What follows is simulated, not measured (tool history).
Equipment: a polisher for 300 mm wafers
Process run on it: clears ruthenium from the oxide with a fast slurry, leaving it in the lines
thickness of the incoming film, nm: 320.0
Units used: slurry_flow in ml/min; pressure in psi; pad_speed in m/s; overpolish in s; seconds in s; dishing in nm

run    day  slurry_flow  pressure  pad_speed  slurry_solids  overpolish  seconds  dishing
  1      0          190       2.1       1.04              1           9   91.349   24.793
  2   0.15          165       2.1       1.04              1           9   93.675   25.752
  3  0.329          160       1.8       0.96              1           9   118.44   20.061
  4  0.429          160       1.8       0.96           1.15           9   110.76   21.129
  5  0.708          160       1.8       0.96           1.15           7   112.44   16.977
  6  0.954          155       1.6        0.9           1.15           8   133.76   16.753
  7  1.312          150       1.4       0.86           1.15           8   157.33   13.787
  8  1.488          145       1.3       0.84           1.15           9   175.78   14.122
  9  1.675          140       1.2       0.84           1.15           9   189.97   13.072
 10  1.912          135       1.2       0.84           1.15           9   189.91   12.797
 11  2.058          130       1.2       0.84           1.15           9   191.83   12.808

Run 12 has not been measured yet. What should we expect?
 12  2.217          125       1.2       0.84           1.15           9        ?        ?

For run 12 the tool returned seconds 189.75 s, dishing 13.032 nm.

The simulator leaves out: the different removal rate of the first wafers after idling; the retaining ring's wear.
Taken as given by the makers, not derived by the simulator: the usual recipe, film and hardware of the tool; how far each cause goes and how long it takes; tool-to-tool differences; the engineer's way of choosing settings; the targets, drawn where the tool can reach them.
